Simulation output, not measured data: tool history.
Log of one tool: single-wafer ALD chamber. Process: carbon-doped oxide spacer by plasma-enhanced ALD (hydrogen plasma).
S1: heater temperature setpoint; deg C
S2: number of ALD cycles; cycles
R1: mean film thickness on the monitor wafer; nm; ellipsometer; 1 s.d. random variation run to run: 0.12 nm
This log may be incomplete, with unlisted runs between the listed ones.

Run 1, hour 0.0: S1 400 deg C, S2 579 cycles. Result: R1 27.000 nm.
Run 2, hour 7.3: S1 391 deg C, S2 579 cycles. Result: R1 26.756 nm.
Run 3, hour 12.4: S1 391 deg C, S2 567 cycles. Result: R1 26.283 nm.
Run 4, hour 15.4: S1 386 deg C, S2 567 cycles. Result: R1 26.274 nm.
Run 5, hour 16.5: S1 386 deg C, S2 609 cycles. Result: R1 28.236 nm.
Run 6, hour 17.8: S1 386 deg C, S2 574 cycles. Result: R1 26.834 nm.
Run 7, hour 22.7: S1 386 deg C, S2 561 cycles. Result: R1 25.786 nm.

Run 8, settings as shown, results not yet in. Your forecast:
Run 8, hour 25.0: S1 386 deg C, S2 555 cycles. Result: R1 ?.

For run 8 the tool returned R1 25.863 nm.
